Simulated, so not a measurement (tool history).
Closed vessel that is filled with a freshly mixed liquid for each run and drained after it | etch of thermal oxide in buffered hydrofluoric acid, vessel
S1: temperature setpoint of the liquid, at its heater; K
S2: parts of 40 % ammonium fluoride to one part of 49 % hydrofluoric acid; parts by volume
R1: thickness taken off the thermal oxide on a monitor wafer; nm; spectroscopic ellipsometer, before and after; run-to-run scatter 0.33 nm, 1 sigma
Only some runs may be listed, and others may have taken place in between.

run 1 hour=0 | S1=296.15 S2=24 time_in_the_liquid_(s)=30 | R1=15.765
run 2 hour=2.9 | S1=297.15 S2=22.5 time_in_the_liquid_(s)=30 | R1=17.396
run 3 hour=8 | S1=294.65 S2=22.5 time_in_the_liquid_(s)=30 | R1=15.071
run 4 hour=12.2 | S1=295.65 S2=21 time_in_the_liquid_(s)=30 | R1=16.698
run 5 hour=13.4 | S1=296.65 S2=19.5 time_in_the_liquid_(s)=30 | R1=19.056
run 6 hour=20.1 | S1=297.65 S2=18.5 time_in_the_liquid_(s)=30 | R1=20.92
run 7 hour=21.4 | S1=298.15 S2=18 time_in_the_liquid_(s)=30 | R1=21.866
run 8 hour=24.2 | S1=302.15 S2=10.5 time_in_the_liquid_(s)=30 | R1=46.129
run 9 hour=30.8 | S1=301.15 S2=10.5 time_in_the_liquid_(s)=30 | R1=43.39

Run 10 has not been measured yet. What should we expect?
run 10 hour=38 | S1=300.15 S2=10.5 time_in_the_liquid_(s)=30 | R1=?

Run 10 gave R1 41.291 nm.

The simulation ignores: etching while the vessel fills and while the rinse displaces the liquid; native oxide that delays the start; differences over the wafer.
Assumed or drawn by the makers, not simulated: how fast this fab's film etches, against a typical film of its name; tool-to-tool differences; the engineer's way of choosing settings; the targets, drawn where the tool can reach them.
